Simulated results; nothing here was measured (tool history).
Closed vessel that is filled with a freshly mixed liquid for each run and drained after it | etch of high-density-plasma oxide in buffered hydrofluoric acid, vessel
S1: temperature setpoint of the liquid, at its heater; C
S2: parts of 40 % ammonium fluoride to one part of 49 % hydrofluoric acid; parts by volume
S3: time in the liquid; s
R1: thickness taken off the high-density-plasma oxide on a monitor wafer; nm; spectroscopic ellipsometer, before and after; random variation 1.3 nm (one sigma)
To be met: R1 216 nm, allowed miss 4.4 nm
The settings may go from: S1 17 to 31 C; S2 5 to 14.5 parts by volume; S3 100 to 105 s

run,hour,S1,S2,S3,R1
1,0,23,9,100,146.2
2,9.1,24.5,9,100,159.96
3,17.3,24.5,9,100,160.22
4,20.4,22,9,100,139.68
5,27.3,24,9,100,155.96
6,31.4,25.5,9,100,168.35
7,36.5,29.5,9,100,207.53
8,39.9,29.5,9,100,206.42

Which of these 4 next moves meets every target?
A,43.3,28.5,9,105,?
B,43.3,30.5,10,100,?
C,43.3,25,7,105,?
D,43.3,30.5,10,105,?

move,R1
A,206.19
B,204.19
C,224.39
D,214.4
A: as far off as the last run
B: further off than the last run
C: takes the result that was furthest off past its target
D: meets every target
The right move is D.
